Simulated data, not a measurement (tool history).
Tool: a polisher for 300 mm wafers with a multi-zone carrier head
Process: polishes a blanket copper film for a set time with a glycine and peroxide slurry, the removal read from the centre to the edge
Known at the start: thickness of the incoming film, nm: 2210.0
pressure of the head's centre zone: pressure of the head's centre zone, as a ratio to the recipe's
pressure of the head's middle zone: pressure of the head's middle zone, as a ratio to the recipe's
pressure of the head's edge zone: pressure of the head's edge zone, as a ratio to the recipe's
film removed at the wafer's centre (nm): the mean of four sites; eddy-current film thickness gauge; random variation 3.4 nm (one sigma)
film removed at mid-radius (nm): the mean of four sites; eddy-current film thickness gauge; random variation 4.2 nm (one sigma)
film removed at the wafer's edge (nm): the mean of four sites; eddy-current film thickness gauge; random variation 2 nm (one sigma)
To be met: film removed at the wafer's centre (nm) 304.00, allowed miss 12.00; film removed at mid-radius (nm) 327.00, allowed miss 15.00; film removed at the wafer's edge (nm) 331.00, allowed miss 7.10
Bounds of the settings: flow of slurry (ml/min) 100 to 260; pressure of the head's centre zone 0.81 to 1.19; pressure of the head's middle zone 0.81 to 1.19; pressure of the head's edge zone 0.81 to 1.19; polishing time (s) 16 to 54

run,day,flow of slurry (ml/min),pressure of the head's centre zone,pressure of the head's middle zone,pressure of the head's edge zone,polishing time (s),film removed at the wafer's centre (nm),film removed at mid-radius (nm),film removed at the wafer's edge (nm)
1,0.000,165,1.00,1.00,1.00,35,250.54,260.61,248.81
2,0.192,165,1.00,1.00,0.97,35,249.75,246.77,247.95
3,0.271,200,1.00,1.00,0.97,35,267.82,268.60,251.83
4,0.529,195,0.99,0.98,1.01,37,275.78,273.40,268.25
5,0.696,190,0.98,0.98,1.04,39,283.92,283.87,287.68
6,0.946,200,0.97,0.99,1.07,40,294.62,295.08,303.73
7,1.017,210,0.96,1.01,1.09,40,292.41,311.38,308.71
8,1.092,220,0.96,1.01,1.11,40,291.73,313.86,310.70
9,1.242,225,0.96,1.01,1.13,40,293.99,307.82,315.64

4 next moves are on the table. One of them brings every result within its allowed miss. Which?
A,1.392,160,0.98,0.91,1.17,43,?,?,?
B,1.392,190,0.96,1.03,1.16,43,?,?,?
C,1.392,185,1.01,0.86,1.19,44,?,?,?
D,1.392,215,0.88,0.99,1.15,42,?,?,?

move,film removed at the wafer's centre (nm),film removed at mid-radius (nm),film removed at the wafer's edge (nm)
A,300.14,282.85,328.96
B,304.62,321.75,334.71
C,326.08,284.41,346.03
D,278.26,310.41,330.43
A: brings the result that was furthest off to its target, and leaves another outside
B: meets every target
C: takes the result that was furthest off past its target
D: brings the result that was furthest off to its target, and leaves another outside
Answer: B
